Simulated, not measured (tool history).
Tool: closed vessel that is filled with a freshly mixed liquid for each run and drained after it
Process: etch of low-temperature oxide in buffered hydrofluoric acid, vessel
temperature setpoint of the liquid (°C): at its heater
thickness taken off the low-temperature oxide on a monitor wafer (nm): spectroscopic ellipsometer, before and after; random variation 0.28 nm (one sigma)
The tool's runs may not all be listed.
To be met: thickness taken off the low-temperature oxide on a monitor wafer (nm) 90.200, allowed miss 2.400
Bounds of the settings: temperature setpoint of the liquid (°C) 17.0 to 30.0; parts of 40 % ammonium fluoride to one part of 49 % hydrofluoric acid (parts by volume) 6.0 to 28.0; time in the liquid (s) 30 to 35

run,hour,temperature setpoint of the liquid (°C),parts of 40 % ammonium fluoride to one part of 49 % hydrofluoric acid (parts by volume),time in the liquid (s),thickness taken off the low-temperature oxide on a monitor wafer (nm)
1,0.0,22.0,17.0,35,47.274
2,6.3,24.0,16.0,35,55.551
3,14.3,25.5,15.0,35,64.205
4,18.5,26.5,14.5,35,70.234
5,26.6,26.5,14.5,30,60.230
6,34.4,30.0,14.5,30,72.538
7,40.8,30.0,13.5,30,77.911
8,48.4,30.0,13.0,30,80.926

4 next moves are on the table. One of them brings every result within its allowed miss. Which?
A,56.0,27.0,12.0,35,?
B,56.0,29.5,12.0,30,?
C,56.0,28.5,13.0,35,?
D,56.0,27.5,10.0,30,?

move,thickness taken off the low-temperature oxide on a monitor wafer (nm)
A,86.714
B,84.874
C,86.858
D,91.171
A: nearer than the last run, and not there yet
B: nearer than the last run, and not there yet
C: nearer than the last run, and not there yet
D: meets every target
Answer: D
